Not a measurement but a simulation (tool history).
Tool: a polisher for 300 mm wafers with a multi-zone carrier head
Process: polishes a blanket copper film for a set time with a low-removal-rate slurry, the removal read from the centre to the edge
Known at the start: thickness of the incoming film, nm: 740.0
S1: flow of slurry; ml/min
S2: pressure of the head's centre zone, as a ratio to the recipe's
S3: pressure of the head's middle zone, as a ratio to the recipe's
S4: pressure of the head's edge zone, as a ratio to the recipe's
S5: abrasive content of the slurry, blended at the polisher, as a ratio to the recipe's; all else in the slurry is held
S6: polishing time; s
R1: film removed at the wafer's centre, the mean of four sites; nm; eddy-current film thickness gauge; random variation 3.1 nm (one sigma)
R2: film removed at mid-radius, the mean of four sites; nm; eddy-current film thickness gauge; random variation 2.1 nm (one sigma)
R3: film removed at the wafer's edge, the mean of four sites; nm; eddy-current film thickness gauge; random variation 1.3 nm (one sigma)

{"run": 1, "day": 0.0, "S1": 175, "S2": 1.0, "S3": 1.0, "S4": 1.0, "S5": 1.0, "S6": 60, "R1": 202.57, "R2": 210.39, "R3": 212.6}
{"run": 2, "day": 0.033, "S1": 175, "S2": 1.0, "S3": 1.0, "S4": 1.07, "S5": 1.0, "S6": 60, "R1": 210.89, "R2": 205.85, "R3": 220.59}
{"run": 3, "day": 0.325, "S1": 175, "S2": 1.0, "S3": 1.0, "S4": 1.12, "S5": 1.0, "S6": 60, "R1": 206.26, "R2": 203.44, "R3": 223.62}
{"run": 4, "day": 0.575, "S1": 170, "S2": 1.01, "S3": 1.01, "S4": 1.09, "S5": 0.95, "S6": 60, "R1": 204.67, "R2": 202.84, "R3": 221.73}
{"run": 5, "day": 0.812, "S1": 170, "S2": 1.01, "S3": 1.01, "S4": 1.09, "S5": 0.95, "S6": 54, "R1": 186.36, "R2": 185.66, "R3": 195.08}
{"run": 6, "day": 1.121, "S1": 170, "S2": 1.05, "S3": 1.01, "S4": 1.09, "S5": 0.95, "S6": 54, "R1": 196.68, "R2": 185.92, "R3": 196.5}

The next listed run, before its measurement:
{"run": 7, "day": 1.408, "S1": 175, "S2": 1.06, "S3": 1.02, "S4": 1.07, "S5": 0.95, "S6": 54, "R1": "?", "R2": "?", "R3": "?"}

{"run 7": {"R1": 195.77, "R2": 187.19, "R3": 193.63}}

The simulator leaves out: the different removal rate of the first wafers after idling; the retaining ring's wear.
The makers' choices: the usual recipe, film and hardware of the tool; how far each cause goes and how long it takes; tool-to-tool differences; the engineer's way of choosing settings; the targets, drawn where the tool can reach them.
